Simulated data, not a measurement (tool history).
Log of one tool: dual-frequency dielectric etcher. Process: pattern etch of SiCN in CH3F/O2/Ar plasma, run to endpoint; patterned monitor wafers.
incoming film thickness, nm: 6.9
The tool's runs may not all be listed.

run 1 day=0.000 | source_power_(W)=470 bias_power_(W)=61 | endpoint_time_(s)=18.561
run 2 day=0.038 | source_power_(W)=470 bias_power_(W)=53 | endpoint_time_(s)=19.901
run 3 day=0.267 | source_power_(W)=510 bias_power_(W)=55 | endpoint_time_(s)=18.406
run 4 day=0.421 | source_power_(W)=470 bias_power_(W)=55 | endpoint_time_(s)=19.504
run 5 day=0.475 | source_power_(W)=470 bias_power_(W)=50 | endpoint_time_(s)=20.512
run 6 day=0.700 | source_power_(W)=510 bias_power_(W)=51 | endpoint_time_(s)=19.324

Run 7 comes next. What will it give?
run 7 day=1.042 | source_power_(W)=540 bias_power_(W)=52 | endpoint_time_(s)=?

{"run 7": {"endpoint time (s)": 18.37}}

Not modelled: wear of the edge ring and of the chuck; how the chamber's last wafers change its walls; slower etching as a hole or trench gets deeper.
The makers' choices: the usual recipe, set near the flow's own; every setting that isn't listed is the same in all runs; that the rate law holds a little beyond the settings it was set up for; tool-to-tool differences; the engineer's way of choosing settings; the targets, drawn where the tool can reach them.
